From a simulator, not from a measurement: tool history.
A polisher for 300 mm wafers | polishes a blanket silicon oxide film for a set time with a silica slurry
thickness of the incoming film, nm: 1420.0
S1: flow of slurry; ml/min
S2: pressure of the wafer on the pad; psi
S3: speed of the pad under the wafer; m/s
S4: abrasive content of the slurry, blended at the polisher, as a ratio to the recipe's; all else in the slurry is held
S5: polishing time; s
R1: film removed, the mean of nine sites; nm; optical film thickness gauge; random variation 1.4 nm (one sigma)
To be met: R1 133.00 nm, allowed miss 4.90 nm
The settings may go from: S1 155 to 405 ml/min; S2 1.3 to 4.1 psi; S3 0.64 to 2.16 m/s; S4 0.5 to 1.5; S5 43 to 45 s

Run 1, hour 0.0: S1 260 ml/min, S2 2.7 psi, S3 1.40 m/s, S4 1.0, S5 43 s. Result: R1 111.76 nm.
Run 2, hour 1.4: S1 260 ml/min, S2 2.8 psi, S3 1.40 m/s, S4 1.0, S5 43 s. Result: R1 116.39 nm.
Run 3, hour 3.9: S1 260 ml/min, S2 2.9 psi, S3 1.40 m/s, S4 1.0, S5 43 s. Result: R1 120.09 nm.
Run 4, hour 6.2: S1 260 ml/min, S2 2.9 psi, S3 1.26 m/s, S4 1.0, S5 43 s. Result: R1 114.94 nm.
Run 5, hour 7.2: S1 290 ml/min, S2 2.9 psi, S3 1.26 m/s, S4 1.0, S5 43 s. Result: R1 114.98 nm.
Run 6, hour 12.6: S1 290 ml/min, S2 3.0 psi, S3 1.26 m/s, S4 1.0, S5 43 s. Result: R1 118.18 nm.
Run 7, hour 15.9: S1 290 ml/min, S2 3.1 psi, S3 1.26 m/s, S4 1.0, S5 43 s. Result: R1 119.11 nm.
Run 8, hour 18.2: S1 290 ml/min, S2 3.2 psi, S3 1.26 m/s, S4 1.0, S5 43 s. Result: R1 123.56 nm.
Run 9, hour 27.0: S1 290 ml/min, S2 3.3 psi, S3 1.26 m/s, S4 1.0, S5 43 s. Result: R1 124.76 nm.

Which of these 5 next moves meets every target?
Run A, hour 35.8: S1 300 ml/min, S2 3.3 psi, S3 1.24 m/s, S4 1.0, S5 45 s. Result: R1 ?.
Run B, hour 35.8: S1 280 ml/min, S2 3.0 psi, S3 1.20 m/s, S4 1.0, S5 43 s. Result: R1 ?.
Run C, hour 35.8: S1 310 ml/min, S2 3.0 psi, S3 1.42 m/s, S4 0.9, S5 43 s. Result: R1 ?.
Run D, hour 35.8: S1 245 ml/min, S2 3.1 psi, S3 1.00 m/s, S4 1.2, S5 43 s. Result: R1 ?.
Run E, hour 35.8: S1 305 ml/min, S2 4.0 psi, S3 0.94 m/s, S4 0.9, S5 44 s. Result: R1 ?.

move      R1
   A  131.13
   B  113.33
   C  116.08
   D  116.98
   E  120.58
A: meets every target
B: further off than the last run
C: further off than the last run
D: further off than the last run
E: further off than the last run
Answer: A

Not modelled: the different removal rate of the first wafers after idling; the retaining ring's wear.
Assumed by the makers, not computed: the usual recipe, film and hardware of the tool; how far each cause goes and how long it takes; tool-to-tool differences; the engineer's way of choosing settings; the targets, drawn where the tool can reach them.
